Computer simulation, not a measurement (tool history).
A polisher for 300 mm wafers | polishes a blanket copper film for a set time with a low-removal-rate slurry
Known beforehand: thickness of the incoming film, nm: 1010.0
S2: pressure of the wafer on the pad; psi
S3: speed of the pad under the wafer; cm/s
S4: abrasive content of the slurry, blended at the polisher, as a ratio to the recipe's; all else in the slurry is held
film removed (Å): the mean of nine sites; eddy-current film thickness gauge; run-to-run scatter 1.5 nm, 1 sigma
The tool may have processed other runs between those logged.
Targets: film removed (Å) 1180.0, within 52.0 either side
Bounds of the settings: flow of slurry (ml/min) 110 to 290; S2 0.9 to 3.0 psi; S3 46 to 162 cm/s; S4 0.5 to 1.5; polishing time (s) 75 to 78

{"run": 1, "day": 0.0, "flow of slurry (ml/min)": 185, "S2": 1.9, "S3": 104, "S4": 1.0, "polishing time (s)": 75, "film removed (Å)": 1493.1}
{"run": 2, "day": 0.079, "flow of slurry (ml/min)": 185, "S2": 1.9, "S3": 86, "S4": 1.0, "polishing time (s)": 75, "film removed (Å)": 1257.9}
{"run": 3, "day": 0.371, "flow of slurry (ml/min)": 185, "S2": 1.9, "S3": 98, "S4": 1.0, "polishing time (s)": 75, "film removed (Å)": 1432.3}
{"run": 4, "day": 0.479, "flow of slurry (ml/min)": 185, "S2": 1.7, "S3": 98, "S4": 1.0, "polishing time (s)": 75, "film removed (Å)": 1260.4}
{"run": 5, "day": 0.746, "flow of slurry (ml/min)": 185, "S2": 1.7, "S3": 110, "S4": 1.0, "polishing time (s)": 75, "film removed (Å)": 1384.2}
{"run": 6, "day": 1.075, "flow of slurry (ml/min)": 185, "S2": 2.2, "S3": 110, "S4": 1.0, "polishing time (s)": 75, "film removed (Å)": 1815.1}
{"run": 7, "day": 1.204, "flow of slurry (ml/min)": 185, "S2": 2.1, "S3": 110, "S4": 1.0, "polishing time (s)": 75, "film removed (Å)": 1726.4}
{"run": 8, "day": 1.358, "flow of slurry (ml/min)": 185, "S2": 2.0, "S3": 110, "S4": 1.0, "polishing time (s)": 75, "film removed (Å)": 1654.9}
{"run": 9, "day": 1.633, "flow of slurry (ml/min)": 185, "S2": 1.9, "S3": 110, "S4": 1.0, "polishing time (s)": 75, "film removed (Å)": 1587.4}
{"run": 10, "day": 1.762, "flow of slurry (ml/min)": 185, "S2": 1.8, "S3": 110, "S4": 1.0, "polishing time (s)": 75, "film removed (Å)": 1498.5}
{"run": 11, "day": 2.058, "flow of slurry (ml/min)": 180, "S2": 1.3, "S3": 108, "S4": 1.0, "polishing time (s)": 75, "film removed (Å)": 1060.6}
{"run": 12, "day": 2.408, "flow of slurry (ml/min)": 190, "S2": 1.5, "S3": 108, "S4": 1.0, "polishing time (s)": 75, "film removed (Å)": 1222.8}
{"run": 13, "day": 2.7, "flow of slurry (ml/min)": 185, "S2": 1.5, "S3": 108, "S4": 1.0, "polishing time (s)": 75, "film removed (Å)": 1238.8}
{"run": 14, "day": 3.004, "flow of slurry (ml/min)": 180, "S2": 1.5, "S3": 108, "S4": 1.0, "polishing time (s)": 75, "film removed (Å)": 1235.6}

Which single option among these 4 for the next run brings every result within its allowed miss of target? Just one does.
{"run": "A", "day": 3.308, "flow of slurry (ml/min)": 255, "S2": 1.2, "S3": 134, "S4": 1.1, "polishing time (s)": 78, "film removed (Å)": "?"}
{"run": "B", "day": 3.308, "flow of slurry (ml/min)": 175, "S2": 1.3, "S3": 118, "S4": 1.0, "polishing time (s)": 75, "film removed (Å)": "?"}
{"run": "C", "day": 3.308, "flow of slurry (ml/min)": 190, "S2": 1.2, "S3": 140, "S4": 0.9, "polishing time (s)": 78, "film removed (Å)": "?"}
{"run": "D", "day": 3.308, "flow of slurry (ml/min)": 155, "S2": 1.5, "S3": 120, "S4": 0.8, "polishing time (s)": 78, "film removed (Å)": "?"}

move=A film_removed_(Å)=1328.9
move=B film_removed_(Å)=1144.5
move=C film_removed_(Å)=1279.2
move=D film_removed_(Å)=1291.9
A: moves away from the targets compared with the last run
B: each result inside its tolerance
C: moves away from the targets compared with the last run
D: moves away from the targets compared with the last run
B meets every target.
